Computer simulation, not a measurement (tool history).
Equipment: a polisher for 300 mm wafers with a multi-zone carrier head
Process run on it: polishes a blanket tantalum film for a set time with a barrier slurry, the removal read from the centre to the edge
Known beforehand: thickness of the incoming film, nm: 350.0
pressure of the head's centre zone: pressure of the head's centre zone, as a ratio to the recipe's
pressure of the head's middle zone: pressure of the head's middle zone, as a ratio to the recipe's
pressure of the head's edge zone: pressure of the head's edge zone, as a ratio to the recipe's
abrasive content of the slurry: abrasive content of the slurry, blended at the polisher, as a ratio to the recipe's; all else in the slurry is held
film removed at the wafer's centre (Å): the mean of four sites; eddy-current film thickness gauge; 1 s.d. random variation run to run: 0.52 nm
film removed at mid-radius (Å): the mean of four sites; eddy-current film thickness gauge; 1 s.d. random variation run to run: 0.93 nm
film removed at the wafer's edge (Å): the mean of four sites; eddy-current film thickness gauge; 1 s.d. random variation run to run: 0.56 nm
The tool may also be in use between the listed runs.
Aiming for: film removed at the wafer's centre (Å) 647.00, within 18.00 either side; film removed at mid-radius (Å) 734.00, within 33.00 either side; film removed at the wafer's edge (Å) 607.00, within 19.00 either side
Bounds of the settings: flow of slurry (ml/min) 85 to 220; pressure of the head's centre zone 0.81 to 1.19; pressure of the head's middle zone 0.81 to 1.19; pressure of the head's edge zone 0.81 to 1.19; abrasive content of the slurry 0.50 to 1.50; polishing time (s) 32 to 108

run,day,flow of slurry (ml/min),pressure of the head's centre zone,pressure of the head's middle zone,pressure of the head's edge zone,abrasive content of the slurry,polishing time (s),film removed at the wafer's centre (Å),film removed at mid-radius (Å),film removed at the wafer's edge (Å)
1,0.000,140,1.00,1.00,1.00,1.00,70,784.65,806.90,789.01
2,0.079,140,1.00,1.00,1.06,1.00,70,769.95,814.26,806.29
3,0.179,140,1.00,1.00,1.06,1.00,58,646.02,657.29,676.41
4,0.200,140,1.00,1.00,1.06,0.80,58,622.39,634.15,639.23
5,0.308,140,1.00,1.00,1.06,0.80,65,684.31,716.32,707.44
6,0.575,135,1.00,1.02,1.04,0.75,65,675.20,723.98,686.08
7,0.775,130,1.00,1.03,1.02,0.75,65,662.28,707.30,686.87
8,1.042,135,1.00,1.05,1.00,0.70,65,656.46,686.31,669.27
9,1.308,125,1.02,1.07,1.01,0.65,65,633.22,680.97,638.70

Exercise: of the 5 proposed moves below, exactly one satisfies all targets within the stated allowed misses. Which move is it?
A,1.575,145,1.02,1.17,0.88,0.65,63,?,?,?
B,1.575,130,1.01,0.96,1.03,0.60,68,?,?,?
C,1.575,140,0.98,0.93,1.00,0.75,63,?,?,?
D,1.575,100,0.96,1.04,1.02,0.60,74,?,?,?
E,1.575,125,1.12,1.07,0.99,0.75,59,?,?,?

move,film removed at the wafer's centre (Å),film removed at mid-radius (Å),film removed at the wafer's edge (Å)
A,643.99,740.86,593.38
B,651.78,657.58,654.89
C,638.85,648.32,649.28
D,618.61,703.43,673.23
E,664.20,653.49,593.04
A: every result lands within tolerance
B: moves away from the targets compared with the last run
C: moves away from the targets compared with the last run
D: moves away from the targets compared with the last run
E: puts the biggest miss on target and leaves a different result outside tolerance
So the answer is move A, the one that meets all the targets.
